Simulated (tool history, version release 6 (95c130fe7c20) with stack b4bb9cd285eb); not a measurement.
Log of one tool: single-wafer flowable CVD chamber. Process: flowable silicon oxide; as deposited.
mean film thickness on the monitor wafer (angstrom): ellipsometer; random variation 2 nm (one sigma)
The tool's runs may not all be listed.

run  hour  heater temperature setpoint (°C)  chamber pressure (Torr)  RF power (W)  deposition time (s)  mean film thickness on the monitor wafer (angstrom)
  1     0                               100                    0.772          1565                 1026                                               5193.7
  2   3.6                               100                    0.772          1715                 1026                                               5245.2
  3   5.8                               100                    0.772          1905                 1026                                               5395.6
  4     8                               103                    0.772          1905                 1026                                               4832.4
  5  16.8                               105                    0.772          1905                 1026                                               4444.1
  6  17.4                               105                    0.772          1905                 1026                                               4450.7

What will run 7 give?
  7  24.6                               106                    0.772          1905                 1026                                                    ?

Logged for run 7: mean film thickness on the monitor wafer (angstrom) 4311.2.

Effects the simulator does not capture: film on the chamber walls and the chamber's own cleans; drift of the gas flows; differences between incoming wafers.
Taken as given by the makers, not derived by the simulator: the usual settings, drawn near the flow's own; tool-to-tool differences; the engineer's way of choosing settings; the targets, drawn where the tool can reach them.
